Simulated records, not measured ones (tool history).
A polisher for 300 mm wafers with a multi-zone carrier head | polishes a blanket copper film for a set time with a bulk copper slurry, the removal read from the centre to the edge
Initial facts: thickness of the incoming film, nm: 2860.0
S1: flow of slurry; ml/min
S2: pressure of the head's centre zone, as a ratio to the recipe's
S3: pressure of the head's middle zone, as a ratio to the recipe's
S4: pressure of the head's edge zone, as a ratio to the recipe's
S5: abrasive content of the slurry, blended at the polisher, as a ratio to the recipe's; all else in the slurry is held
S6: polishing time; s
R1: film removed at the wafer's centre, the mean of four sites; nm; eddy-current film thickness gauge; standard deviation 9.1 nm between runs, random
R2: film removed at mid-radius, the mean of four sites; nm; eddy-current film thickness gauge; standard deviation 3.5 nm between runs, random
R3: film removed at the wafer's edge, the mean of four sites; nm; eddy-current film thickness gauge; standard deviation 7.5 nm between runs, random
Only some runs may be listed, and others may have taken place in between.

| run | hour | S1 | S2 | S3 | S4 | S5 | S6 | R1 | R2 | R3 |
|---|---|---|---|---|---|---|---|---|---|---|
| 1 | 0.0 | 200 | 1.00 | 1.00 | 1.00 | 1.00 | 66 | 484.18 | 498.91 | 451.94 |
| 2 | 8.3 | 215 | 1.05 | 1.01 | 1.02 | 1.05 | 66 | 506.32 | 503.57 | 498.65 |
| 3 | 15.2 | 215 | 1.05 | 1.04 | 1.02 | 1.05 | 66 | 512.64 | 517.61 | 483.46 |
| 4 | 18.8 | 225 | 1.09 | 1.05 | 0.98 | 1.10 | 66 | 543.60 | 524.93 | 475.16 |
| 5 | 26.2 | 235 | 1.12 | 1.06 | 0.98 | 1.15 | 66 | 561.97 | 529.52 | 502.48 |
| 6 | 33.1 | 235 | 1.16 | 1.06 | 0.98 | 1.15 | 66 | 571.76 | 531.51 | 476.67 |

The next listed run, before its measurement:
| 7 | 34.7 | 235 | 1.16 | 1.06 | 0.98 | 1.15 | 66 | ? | ? | ? |

R1: 578.83 nm
R2: 535.72 nm
R3: 484.65 nm
